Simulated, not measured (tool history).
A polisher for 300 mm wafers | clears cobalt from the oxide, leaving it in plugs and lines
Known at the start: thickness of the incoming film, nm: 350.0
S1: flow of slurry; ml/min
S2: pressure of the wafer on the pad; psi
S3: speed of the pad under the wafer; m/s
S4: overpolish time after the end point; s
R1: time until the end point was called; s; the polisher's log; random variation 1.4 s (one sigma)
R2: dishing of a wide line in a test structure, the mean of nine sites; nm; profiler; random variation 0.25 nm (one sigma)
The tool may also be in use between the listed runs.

run  hour   S1   S2    S3  S4       R1      R2
  1   0.0  230  1.9  1.04  12   93.538  21.652
  2   6.4  230  1.8  1.04  13   98.454  21.766
  3  11.0  230  2.1  1.04  13   84.491  22.994
  4  16.7  200  2.1  1.04  13   88.031  22.534
  5  20.3  200  2.1  0.82  13  107.950  21.063
  6  27.3  195  2.1  0.82  14  109.600  21.725
  7  32.5  190  2.1  0.82  15  109.890  22.139

Run 8 comes next. What will it give?
  8  36.5  185  2.1  0.82  16   ?   ?

{"run 8": {"R1": 111.44, "R2": 22.598}}
